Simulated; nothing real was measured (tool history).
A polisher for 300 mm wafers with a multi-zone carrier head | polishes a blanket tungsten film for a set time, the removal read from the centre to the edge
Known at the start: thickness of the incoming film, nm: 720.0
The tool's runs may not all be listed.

run,hour,flow of slurry (ml/min),pressure of the head's centre zone,pressure of the head's middle zone,pressure of the head's edge zone,abrasive content of the slurry,polishing time (s),film removed at the wafer's centre (angstrom),film removed at mid-radius (angstrom),film removed at the wafer's edge (angstrom)
1,0,300,1,1,1,1,40,1964.2,2235.6,2176.7
2,2.7,300,1.02,0.97,0.98,0.9,39,1853,2103.9,2028.2
3,6.1,305,1.05,0.94,0.98,0.9,38,1893.1,1991.5,2015.1
4,15,305,1.05,0.87,0.98,0.9,38,1872.8,1895.7,2062.4
5,20.5,305,1.07,0.86,0.96,0.85,37,1831.2,1821.4,1929.9
6,24.1,305,1.07,0.86,1.05,0.85,37,1816.1,1795.9,1936
7,32.1,305,1.09,0.85,1.05,0.8,37,1868.7,1760.6,1974.2
8,39.1,305,1.1,0.86,1.04,0.75,36,1798.6,1671.2,1889.1

Run 9 comes next. What will it give?
9,40.4,310,1.11,0.89,1.02,0.7,35,?,?,?

film removed at the wafer's centre (angstrom): 1711.7
film removed at mid-radius (angstrom): 1687.6
film removed at the wafer's edge (angstrom): 1849.2
